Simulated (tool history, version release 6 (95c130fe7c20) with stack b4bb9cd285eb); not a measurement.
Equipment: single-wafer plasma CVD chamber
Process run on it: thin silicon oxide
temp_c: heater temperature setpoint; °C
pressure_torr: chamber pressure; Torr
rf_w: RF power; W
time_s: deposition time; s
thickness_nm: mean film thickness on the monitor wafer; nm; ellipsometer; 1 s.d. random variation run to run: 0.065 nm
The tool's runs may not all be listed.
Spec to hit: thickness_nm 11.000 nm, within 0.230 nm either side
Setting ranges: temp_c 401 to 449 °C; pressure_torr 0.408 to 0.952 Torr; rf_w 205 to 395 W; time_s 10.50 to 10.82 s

| run | day | temp_c | pressure_torr | rf_w | time_s | thickness_nm |
|---|---|---|---|---|---|---|
| 1 | 0.000 | 425 | 0.680 | 300 | 10.50 | 14.952 |
| 2 | 0.121 | 425 | 0.614 | 300 | 10.50 | 13.327 |
| 3 | 0.242 | 425 | 0.614 | 300 | 10.50 | 13.539 |
| 4 | 0.479 | 425 | 0.614 | 285 | 10.50 | 13.193 |
| 5 | 0.696 | 433 | 0.614 | 285 | 10.50 | 13.176 |
| 6 | 0.879 | 433 | 0.576 | 285 | 10.50 | 12.330 |
| 7 | 1.246 | 433 | 0.553 | 285 | 10.50 | 11.822 |
| 8 | 1.596 | 433 | 0.539 | 285 | 10.50 | 11.429 |
| 9 | 1.850 | 433 | 0.532 | 285 | 10.50 | 11.439 |
| 10 | 1.942 | 433 | 0.524 | 285 | 10.50 | 11.258 |

Which single option among these 4 for the next run brings every result within its allowed miss of target? Just one does.
| A | 2.033 | 432 | 0.546 | 290 | 10.50 | ? |
| B | 2.033 | 432 | 0.511 | 310 | 10.82 | ? |
| C | 2.033 | 436 | 0.539 | 255 | 10.50 | ? |
| D | 2.033 | 432 | 0.526 | 315 | 10.50 | ? |

| move | thickness_nm |
|---|---|
| A | 11.947 |
| B | 11.827 |
| C | 11.157 |
| D | 11.887 |
A: lands further from the targets than the last run did
B: lands further from the targets than the last run did
C: meets every target
D: lands further from the targets than the last run did
Correct choice: C, which meets every target
